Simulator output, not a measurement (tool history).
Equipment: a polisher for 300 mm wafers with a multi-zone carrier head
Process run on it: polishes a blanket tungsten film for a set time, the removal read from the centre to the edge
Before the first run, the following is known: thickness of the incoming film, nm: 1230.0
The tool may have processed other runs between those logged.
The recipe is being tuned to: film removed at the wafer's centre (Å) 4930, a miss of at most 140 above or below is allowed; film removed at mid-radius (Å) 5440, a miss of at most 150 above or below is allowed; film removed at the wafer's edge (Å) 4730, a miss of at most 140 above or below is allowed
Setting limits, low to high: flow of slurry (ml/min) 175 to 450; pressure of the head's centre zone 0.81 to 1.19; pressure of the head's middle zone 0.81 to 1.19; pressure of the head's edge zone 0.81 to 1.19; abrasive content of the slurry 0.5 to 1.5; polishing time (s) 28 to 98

run	day	flow of slurry (ml/min)	pressure of the head's centre zone	pressure of the head's middle zone	pressure of the head's edge zone	abrasive content of the slurry	polishing time (s)	film removed at the wafer's centre (Å)	film removed at mid-radius (Å)	film removed at the wafer's edge (Å)
1	0	290	1	1	1	1	63	4377.3	4521.4	4699.4
2	0.304	305	1.02	1.04	0.99	1	63	4509	4655.9	4691.9
3	0.35	305	1.02	1.04	0.99	1	68	4893.2	4985.4	5095.1
4	0.696	305	1.02	1.04	0.99	1	63	4507.7	4679.2	4718.1
5	1.046	305	1.02	1.04	0.99	0.9	63	4455.5	4553.6	4533.5
6	1.354	320	1.03	1.08	0.97	0.95	63	4564	4804.4	4621.2
7	1.688	335	1.04	1.11	0.96	0.95	63	4627.3	4952.7	4637.6
8	1.862	345	1.05	1.13	0.95	0.95	63	4713.8	5077	4597.7

Below are 4 possible settings for the next run. Only one of them brings all results inside the allowed miss of their targets. Which is it?
A	2.038	330	0.98	1.19	0.94	1.2	62	?	?	?
B	2.038	450	1.03	1.14	0.89	0.65	70	?	?	?
C	2.038	365	1.03	1	0.97	0.95	64	?	?	?
D	2.038	340	1.16	1.02	0.97	0.9	62	?	?	?

move	film removed at the wafer's centre (Å)	film removed at mid-radius (Å)	film removed at the wafer's edge (Å)
A	4485.2	5436.8	4653.8
B	4926.7	5455.2	4693.7
C	4704.6	4673.1	4711.8
D	5044.2	4520.3	4492.4
A: meets the target for the result that was furthest off, but another lies outside its allowed miss
B: each result inside its tolerance
C: its largest miss is bigger than the last run's
D: its largest miss is bigger than the last run's
So the answer is move B, the one that meets all the targets.
